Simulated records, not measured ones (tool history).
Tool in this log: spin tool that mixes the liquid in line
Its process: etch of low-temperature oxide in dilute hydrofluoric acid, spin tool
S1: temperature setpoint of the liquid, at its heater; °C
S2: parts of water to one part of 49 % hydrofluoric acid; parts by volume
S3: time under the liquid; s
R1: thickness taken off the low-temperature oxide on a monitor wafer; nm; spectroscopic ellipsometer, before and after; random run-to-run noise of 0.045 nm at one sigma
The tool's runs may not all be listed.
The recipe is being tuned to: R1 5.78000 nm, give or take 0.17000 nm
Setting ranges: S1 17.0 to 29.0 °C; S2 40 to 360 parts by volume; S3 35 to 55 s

Run 1, day 0.000: S1 21.0 °C, S2 200 parts by volume, S3 55 s. Result: R1 2.52140 nm.
Run 2, day 0.275: S1 23.0 °C, S2 200 parts by volume, S3 55 s. Result: R1 2.75510 nm.
Run 3, day 0.325: S1 23.0 °C, S2 235 parts by volume, S3 55 s. Result: R1 2.26250 nm.
Run 4, day 0.692: S1 20.5 °C, S2 235 parts by volume, S3 55 s. Result: R1 2.03460 nm.
Run 5, day 0.821: S1 23.5 °C, S2 235 parts by volume, S3 55 s. Result: R1 2.29070 nm.
Run 6, day 1.079: S1 24.0 °C, S2 220 parts by volume, S3 55 s. Result: R1 2.54140 nm.
Run 7, day 1.433: S1 24.5 °C, S2 205 parts by volume, S3 55 s. Result: R1 2.80010 nm.
Run 8, day 1.467: S1 24.5 °C, S2 205 parts by volume, S3 55 s. Result: R1 2.80490 nm.

Pick the move, out of 5, that brings all results within their allowed miss; only one does.
Run A, day 1.500: S1 19.0 °C, S2 290 parts by volume, S3 35 s. Result: R1 ?.
Run B, day 1.500: S1 27.0 °C, S2 120 parts by volume, S3 55 s. Result: R1 ?.
Run C, day 1.500: S1 26.5 °C, S2 90 parts by volume, S3 55 s. Result: R1 ?.
Run D, day 1.500: S1 24.0 °C, S2 240 parts by volume, S3 35 s. Result: R1 ?.
Run E, day 1.500: S1 25.5 °C, S2 165 parts by volume, S3 55 s. Result: R1 ?.

move       R1
   A  0.94302
   B  5.77860
   C  7.85860
   D  1.43480
   E  3.76060
A: the biggest miss grows against the last run
B: all results land within tolerance of their targets
C: takes the result that was furthest off past its target
D: the biggest miss grows against the last run
E: closes in on the targets versus the last run, not all within tolerance yet
B meets every target.

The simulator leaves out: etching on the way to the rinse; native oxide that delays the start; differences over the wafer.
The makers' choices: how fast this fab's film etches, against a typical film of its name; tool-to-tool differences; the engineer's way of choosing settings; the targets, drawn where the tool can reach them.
